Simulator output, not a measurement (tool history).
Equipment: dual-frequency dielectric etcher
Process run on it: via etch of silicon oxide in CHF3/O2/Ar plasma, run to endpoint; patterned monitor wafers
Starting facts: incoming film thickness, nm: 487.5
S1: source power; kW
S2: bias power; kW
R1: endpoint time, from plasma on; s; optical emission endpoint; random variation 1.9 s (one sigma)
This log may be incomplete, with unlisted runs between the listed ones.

run	hour	S1	S2	R1
1	0.0	0.490	0.154	277.76
2	8.6	0.530	0.159	257.84
3	10.7	0.460	0.159	280.78
4	18.4	0.500	0.162	270.39
5	23.3	0.500	0.152	272.78
6	24.8	0.430	0.152	299.71
7	28.5	0.480	0.155	280.13
8	35.3	0.510	0.157	268.45
9	42.0	0.540	0.159	258.41

Run 10 has not been measured yet. What should we expect?
10	49.3	0.560	0.160	?

R1: 251.88 s
